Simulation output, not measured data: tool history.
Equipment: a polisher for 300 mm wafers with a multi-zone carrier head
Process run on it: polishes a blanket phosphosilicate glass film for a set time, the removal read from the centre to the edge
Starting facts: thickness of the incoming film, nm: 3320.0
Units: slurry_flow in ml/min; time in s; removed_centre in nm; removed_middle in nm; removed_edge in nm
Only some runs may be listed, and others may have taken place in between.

run  hour  slurry_flow  centre_zone  middle_zone  edge_zone  slurry_solids  time  removed_centre  removed_middle  removed_edge
  1     0          140            1            1          1              1    79          923.25          937.25        983.18
  2   4.5          140         1.03            1          1              1    79          949.01          938.29        966.13
  3   5.3          135         1.03            1       0.98           0.95    79          883.85          900.19        929.61
  4   9.3          135         1.03            1       0.98           0.95    88          1003.4          994.49        1027.2
  5    15          130         1.04            1       0.96            0.9    88           974.5          954.35        993.09
  6  22.3          130         1.04            1       0.96              1    88          1025.7          1015.4        1049.6

Run 7 comes next. What will it give?
  7  27.4          130         1.05            1       0.95           0.95    88               ?               ?             ?

removed_centre: 995.98 nm
removed_middle: 995.87 nm
removed_edge: 1020.3 nm

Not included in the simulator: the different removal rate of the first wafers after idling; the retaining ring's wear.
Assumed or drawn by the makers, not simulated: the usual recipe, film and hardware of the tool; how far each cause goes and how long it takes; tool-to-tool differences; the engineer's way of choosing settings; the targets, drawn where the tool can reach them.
